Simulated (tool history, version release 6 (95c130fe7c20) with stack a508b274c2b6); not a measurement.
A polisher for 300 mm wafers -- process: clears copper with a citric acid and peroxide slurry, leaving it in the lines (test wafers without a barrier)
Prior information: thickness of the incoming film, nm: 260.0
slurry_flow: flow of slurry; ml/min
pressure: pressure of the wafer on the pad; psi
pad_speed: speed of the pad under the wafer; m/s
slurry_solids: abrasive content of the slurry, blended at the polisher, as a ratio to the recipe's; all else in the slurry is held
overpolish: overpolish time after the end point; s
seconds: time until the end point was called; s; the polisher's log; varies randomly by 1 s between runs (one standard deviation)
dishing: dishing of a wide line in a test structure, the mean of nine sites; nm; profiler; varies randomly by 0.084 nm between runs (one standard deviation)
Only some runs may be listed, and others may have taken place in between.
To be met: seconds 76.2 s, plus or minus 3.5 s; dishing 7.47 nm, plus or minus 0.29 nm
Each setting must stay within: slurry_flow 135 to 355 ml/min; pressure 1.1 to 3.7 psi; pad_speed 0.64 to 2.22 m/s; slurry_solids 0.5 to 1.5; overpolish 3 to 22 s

Run 1, hour 0: slurry_flow 225 ml/min, pressure 2.4 psi, pad_speed 1.42 m/s, slurry_solids 1, overpolish 11 s. Result: seconds 87.302 s, dishing 21.746 nm.
Run 2, hour 2.8: slurry_flow 200 ml/min, pressure 2.4 psi, pad_speed 1.42 m/s, slurry_solids 1, overpolish 11 s. Result: seconds 87.025 s, dishing 21.424 nm.
Run 3, hour 11.1: slurry_flow 200 ml/min, pressure 2.4 psi, pad_speed 1.42 m/s, slurry_solids 0.85, overpolish 11 s. Result: seconds 88.728 s, dishing 21.274 nm.
Run 4, hour 14.1: slurry_flow 200 ml/min, pressure 2 psi, pad_speed 1.42 m/s, slurry_solids 0.85, overpolish 11 s. Result: seconds 104.64 s, dishing 17.584 nm.
Run 5, hour 15.5: slurry_flow 200 ml/min, pressure 2 psi, pad_speed 1.42 m/s, slurry_solids 0.85, overpolish 8 s. Result: seconds 107.61 s, dishing 13.274 nm.
Run 6, hour 22.3: slurry_flow 190 ml/min, pressure 1.9 psi, pad_speed 1.54 m/s, slurry_solids 0.85, overpolish 7 s. Result: seconds 103.79 s, dishing 12.114 nm.
Run 7, hour 24.8: slurry_flow 180 ml/min, pressure 1.8 psi, pad_speed 1.64 m/s, slurry_solids 0.95, overpolish 6 s. Result: seconds 102.1 s, dishing 10.803 nm.
Run 8, hour 32.5: slurry_flow 175 ml/min, pressure 1.7 psi, pad_speed 1.72 m/s, slurry_solids 1.05, overpolish 6 s. Result: seconds 101.21 s, dishing 10.824 nm.
Run 9, hour 36: slurry_flow 170 ml/min, pressure 1.6 psi, pad_speed 1.8 m/s, slurry_solids 1.1, overpolish 6 s. Result: seconds 104.36 s, dishing 10.756 nm.
Run 10, hour 38.6: slurry_flow 165 ml/min, pressure 1.6 psi, pad_speed 1.86 m/s, slurry_solids 1, overpolish 6 s. Result: seconds 104.63 s, dishing 10.799 nm.
Run 11, hour 44.5: slurry_flow 175 ml/min, pressure 1.6 psi, pad_speed 1.82 m/s, slurry_solids 1.05, overpolish 6 s. Result: seconds 98.673 s, dishing 10.764 nm.
Run 12, hour 53: slurry_flow 200 ml/min, pressure 1.5 psi, pad_speed 1.82 m/s, slurry_solids 1.1, overpolish 6 s. Result: seconds 106.53 s, dishing 10.288 nm.
Run 13, hour 59.5: slurry_flow 190 ml/min, pressure 1.5 psi, pad_speed 1.88 m/s, slurry_solids 1.15, overpolish 6 s. Result: seconds 101.7 s, dishing 10.359 nm.
Run 14, hour 62.4: slurry_flow 135 ml/min, pressure 1.1 psi, pad_speed 2.22 m/s, slurry_solids 1.4, overpolish 3 s. Result: seconds 114.84 s, dishing 4.8842 nm.
Run 15, hour 65.7: slurry_flow 140 ml/min, pressure 1.2 psi, pad_speed 2.22 m/s, slurry_solids 1.4, overpolish 3 s. Result: seconds 105.8 s, dishing 5.4123 nm.
Run 16, hour 69.3: slurry_flow 145 ml/min, pressure 1.3 psi, pad_speed 2.22 m/s, slurry_solids 1.4, overpolish 3 s. Result: seconds 97.323 s, dishing 5.8447 nm.
Run 17, hour 73.9: slurry_flow 155 ml/min, pressure 1.3 psi, pad_speed 2.22 m/s, slurry_solids 1.4, overpolish 3 s. Result: seconds 100.49 s, dishing 5.7233 nm.
Run 18, hour 77: slurry_flow 160 ml/min, pressure 1.4 psi, pad_speed 2.22 m/s, slurry_solids 1.4, overpolish 3 s. Result: seconds 90.553 s, dishing 6.16 nm.
Run 19, hour 82.7: slurry_flow 160 ml/min, pressure 1.4 psi, pad_speed 2.22 m/s, slurry_solids 1.4, overpolish 3 s. Result: seconds 91.829 s, dishing 6.0853 nm.
Run 20, hour 88.5: slurry_flow 175 ml/min, pressure 1.9 psi, pad_speed 2.22 m/s, slurry_solids 1.4, overpolish 4 s. Result: seconds 67.091 s, dishing 10.889 nm.
Run 21, hour 93.5: slurry_flow 170 ml/min, pressure 1.9 psi, pad_speed 2.22 m/s, slurry_solids 1.4, overpolish 4 s. Result: seconds 65.724 s, dishing 11.039 nm.

Which one of the following 5 next-run settings gets every result inside its allowed miss? There is exactly one.
Run A, hour 98.5: slurry_flow 210 ml/min, pressure 1.9 psi, pad_speed 1.8 m/s, slurry_solids 1.5, overpolish 6 s. Result: seconds ?, dishing ?.
Run B, hour 98.5: slurry_flow 190 ml/min, pressure 1.7 psi, pad_speed 1.96 m/s, slurry_solids 1.4, overpolish 10 s. Result: seconds ?, dishing ?.
Run C, hour 98.5: slurry_flow 190 ml/min, pressure 2.2 psi, pad_speed 2.22 m/s, slurry_solids 1.4, overpolish 6 s. Result: seconds ?, dishing ?.
Run D, hour 98.5: slurry_flow 160 ml/min, pressure 1.7 psi, pad_speed 2.22 m/s, slurry_solids 1.4, overpolish 6 s. Result: seconds ?, dishing ?.
Run E, hour 98.5: slurry_flow 180 ml/min, pressure 1.7 psi, pad_speed 2.22 m/s, slurry_solids 1.3, overpolish 3 s. Result: seconds ?, dishing ?.

move  seconds  dishing
   A   81.947   13.393
   B   85.761   20.043
   C   59.125   18.002
   D    76.92   14.117
   E   77.362   7.4054
A: lands further from the targets than the last run did
B: lands further from the targets than the last run did
C: lands further from the targets than the last run did
D: lands further from the targets than the last run did
E: all results land within tolerance of their targets
So the answer is move E, the one that meets all the targets.
